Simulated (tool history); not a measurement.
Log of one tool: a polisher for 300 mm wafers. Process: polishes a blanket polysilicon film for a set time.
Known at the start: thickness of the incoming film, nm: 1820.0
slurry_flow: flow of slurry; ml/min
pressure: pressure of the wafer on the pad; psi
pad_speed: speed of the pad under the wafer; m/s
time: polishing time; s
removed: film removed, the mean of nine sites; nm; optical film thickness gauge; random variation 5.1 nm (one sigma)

run  hour  slurry_flow  pressure  pad_speed  time  removed
  1   0.0          320       2.5       1.04    66   521.79
  2   1.8          360       2.5       1.04    66   517.73
  3   4.2          415       2.5       1.04    66   505.99
  4  11.7          415       2.5       1.04    69   537.72
  5  15.7          415       2.8       1.04    69   597.84
  6  19.5          415       2.5       1.02    69   526.64
  7  21.6          415       2.3       1.02    69   491.44
  8  22.4          415       2.1       1.02    69   454.48
  9  25.5          415       2.0       1.02    69   437.32
 10  26.0          415       1.9       1.02    69   403.90
 11  32.3          415       1.9       1.02    69   417.81
 12  32.9          415       1.9       1.02    69   414.10

Run 13 comes next. What will it give?
 13  37.3          415       1.8       1.02    69        ?

{"run 13": {"removed": 402.23}}
